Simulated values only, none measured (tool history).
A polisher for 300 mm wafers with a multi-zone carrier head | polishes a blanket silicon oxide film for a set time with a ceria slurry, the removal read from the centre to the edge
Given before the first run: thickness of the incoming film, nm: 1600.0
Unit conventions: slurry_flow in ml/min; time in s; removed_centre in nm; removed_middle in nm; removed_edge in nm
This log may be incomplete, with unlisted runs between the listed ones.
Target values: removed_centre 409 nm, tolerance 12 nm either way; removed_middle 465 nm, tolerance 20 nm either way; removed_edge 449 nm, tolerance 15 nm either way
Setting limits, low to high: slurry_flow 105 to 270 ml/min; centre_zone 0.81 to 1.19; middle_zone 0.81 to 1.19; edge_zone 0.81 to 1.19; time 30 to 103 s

Run 1, hour 0: slurry_flow 175 ml/min, centre_zone 1, middle_zone 1, edge_zone 1, time 66 s. Result: removed_centre 573.49 nm, removed_middle 575.88 nm, removed_edge 558.17 nm.
Run 2, hour 1.3: slurry_flow 175 ml/min, centre_zone 1, middle_zone 1, edge_zone 1.06, time 66 s. Result: removed_centre 576.12 nm, removed_middle 573.59 nm, removed_edge 580.67 nm.
Run 3, hour 7.2: slurry_flow 175 ml/min, centre_zone 1, middle_zone 1.05, edge_zone 1.06, time 66 s. Result: removed_centre 585.35 nm, removed_middle 592.14 nm, removed_edge 579.39 nm.
Run 4, hour 9.4: slurry_flow 145 ml/min, centre_zone 1, middle_zone 1.05, edge_zone 1.06, time 66 s. Result: removed_centre 560.73 nm, removed_middle 583.47 nm, removed_edge 568.26 nm.
Run 5, hour 15.5: slurry_flow 140 ml/min, centre_zone 0.96, middle_zone 1.01, edge_zone 1.01, time 63 s. Result: removed_centre 512.8 nm, removed_middle 536.07 nm, removed_edge 524.03 nm.
Run 6, hour 20.3: slurry_flow 135 ml/min, centre_zone 0.92, middle_zone 0.99, edge_zone 0.98, time 61 s. Result: removed_centre 468.78 nm, removed_middle 508.16 nm, removed_edge 499.67 nm.
Run 7, hour 25: slurry_flow 130 ml/min, centre_zone 0.9, middle_zone 0.98, edge_zone 0.95, time 60 s. Result: removed_centre 446.88 nm, removed_middle 479.39 nm, removed_edge 489.8 nm.
Run 8, hour 28.4: slurry_flow 125 ml/min, centre_zone 0.89, middle_zone 1, edge_zone 0.92, time 59 s. Result: removed_centre 431.55 nm, removed_middle 486.8 nm, removed_edge 464.89 nm.
Run 9, hour 33.9: slurry_flow 120 ml/min, centre_zone 0.88, middle_zone 0.99, edge_zone 0.91, time 59 s. Result: removed_centre 415.12 nm, removed_middle 485.61 nm, removed_edge 465.88 nm.
Run 10, hour 37.3: slurry_flow 120 ml/min, centre_zone 0.89, middle_zone 0.98, edge_zone 0.9, time 59 s. Result: removed_centre 423.03 nm, removed_middle 488.31 nm, removed_edge 460.35 nm.
Run 11, hour 40.4: slurry_flow 110 ml/min, centre_zone 0.87, middle_zone 0.94, edge_zone 0.89, time 58 s. Result: removed_centre 402.75 nm, removed_middle 449.65 nm, removed_edge 457.6 nm.

5 next moves are on the table. One of them brings every result within its allowed miss. Which?
Run A, hour 43.5: slurry_flow 115 ml/min, centre_zone 0.84, middle_zone 0.86, edge_zone 0.95, time 60 s. Result: removed_centre ?, removed_middle ?, removed_edge ?.
Run B, hour 43.5: slurry_flow 110 ml/min, centre_zone 0.85, middle_zone 0.82, edge_zone 0.94, time 60 s. Result: removed_centre ?, removed_middle ?, removed_edge ?.
Run C, hour 43.5: slurry_flow 105 ml/min, centre_zone 0.89, middle_zone 1, edge_zone 0.87, time 58 s. Result: removed_centre ?, removed_middle ?, removed_edge ?.
Run D, hour 43.5: slurry_flow 105 ml/min, centre_zone 0.82, middle_zone 0.96, edge_zone 0.91, time 63 s. Result: removed_centre ?, removed_middle ?, removed_edge ?.
Run E, hour 43.5: slurry_flow 105 ml/min, centre_zone 0.85, middle_zone 0.87, edge_zone 0.82, time 61 s. Result: removed_centre ?, removed_middle ?, removed_edge ?.

move  removed_centre  removed_middle  removed_edge
   A          407.34          423.09        475.31
   B          407.53          402.92        470.89
   C          408.18          454.38        440.86
   D          408.08          477.05        485.32
   E          409.46          425.55        456.96
A: lands further from the targets than the last run did
B: lands further from the targets than the last run did
C: each result inside its tolerance
D: the furthest-off result lands on target, but another misses its tolerance
E: lands further from the targets than the last run did
The right move is C.

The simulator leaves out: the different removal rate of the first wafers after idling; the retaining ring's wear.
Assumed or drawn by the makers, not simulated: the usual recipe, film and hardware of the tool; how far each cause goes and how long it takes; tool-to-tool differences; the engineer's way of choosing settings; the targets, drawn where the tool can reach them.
